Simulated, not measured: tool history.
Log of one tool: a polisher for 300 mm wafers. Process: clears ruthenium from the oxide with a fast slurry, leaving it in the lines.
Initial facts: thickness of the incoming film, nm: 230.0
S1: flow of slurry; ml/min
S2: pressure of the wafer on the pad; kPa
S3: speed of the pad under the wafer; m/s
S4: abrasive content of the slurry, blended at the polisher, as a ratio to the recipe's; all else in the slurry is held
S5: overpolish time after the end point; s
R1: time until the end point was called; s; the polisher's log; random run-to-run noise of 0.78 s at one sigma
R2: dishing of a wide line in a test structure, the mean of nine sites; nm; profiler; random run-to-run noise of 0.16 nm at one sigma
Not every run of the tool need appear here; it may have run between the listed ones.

Run 1, day 0: S1 135 ml/min, S2 15.2 kPa, S3 0.76 m/s, S4 1, S5 15 s. Result: R1 69.984 s, R2 37.318 nm.
Run 2, day 0.275: S1 135 ml/min, S2 15.2 kPa, S3 0.66 m/s, S4 1, S5 15 s. Result: R1 80.059 s, R2 33.478 nm.
Run 3, day 0.342: S1 155 ml/min, S2 15.2 kPa, S3 0.66 m/s, S4 1, S5 15 s. Result: R1 79.03 s, R2 34.195 nm.
Run 4, day 0.717: S1 145 ml/min, S2 15.2 kPa, S3 0.68 m/s, S4 0.95, S5 14 s. Result: R1 78.829 s, R2 31.643 nm.
Run 5, day 0.996: S1 145 ml/min, S2 15.2 kPa, S3 0.78 m/s, S4 0.95, S5 14 s. Result: R1 70.426 s, R2 34.945 nm.
Run 6, day 1.329: S1 140 ml/min, S2 15.2 kPa, S3 0.8 m/s, S4 0.9, S5 13 s. Result: R1 71.711 s, R2 32.195 nm.
Run 7, day 1.525: S1 135 ml/min, S2 15.2 kPa, S3 0.82 m/s, S4 0.85, S5 12 s. Result: R1 72.8 s, R2 29.881 nm.
Run 8, day 1.679: S1 130 ml/min, S2 15.2 kPa, S3 0.84 m/s, S4 0.8, S5 11 s. Result: R1 74.148 s, R2 27.154 nm.
Run 9, day 1.933: S1 125 ml/min, S2 15.2 kPa, S3 0.84 m/s, S4 0.75, S5 10 s. Result: R1 77.24 s, R2 23.718 nm.
Run 10, day 2.208: S1 120 ml/min, S2 15.9 kPa, S3 0.84 m/s, S4 0.7, S5 9 s. Result: R1 78.18 s, R2 20.62 nm.
Run 11, day 2.379: S1 120 ml/min, S2 16.5 kPa, S3 0.82 m/s, S4 0.7, S5 8 s. Result: R1 78.217 s, R2 18.814 nm.
Run 12, day 2.492: S1 120 ml/min, S2 17.2 kPa, S3 0.8 m/s, S4 0.7, S5 8 s. Result: R1 76.748 s, R2 19.313 nm.
Run 13, day 2.696: S1 125 ml/min, S2 13.8 kPa, S3 0.94 m/s, S4 0.55, S5 4 s. Result: R1 101.64 s, R2 7.8011 nm.
Run 14, day 2.721: S1 125 ml/min, S2 13.8 kPa, S3 0.94 m/s, S4 0.55, S5 4 s. Result: R1 100.27 s, R2 7.7023 nm.
Run 15, day 3.1: S1 120 ml/min, S2 14.5 kPa, S3 0.94 m/s, S4 0.55, S5 4 s. Result: R1 98.367 s, R2 8.0326 nm.
Run 16, day 3.371: S1 120 ml/min, S2 15.2 kPa, S3 0.94 m/s, S4 0.55, S5 4 s. Result: R1 93.52 s, R2 8.381 nm.

Predict the results of run 17:
Run 17, day 3.417: S1 115 ml/min, S2 15.9 kPa, S3 0.94 m/s, S4 0.55, S5 4 s. Result: R1 ?, R2 ?.

For run 17 the tool returned R1 90.635 s, R2 8.6142 nm.
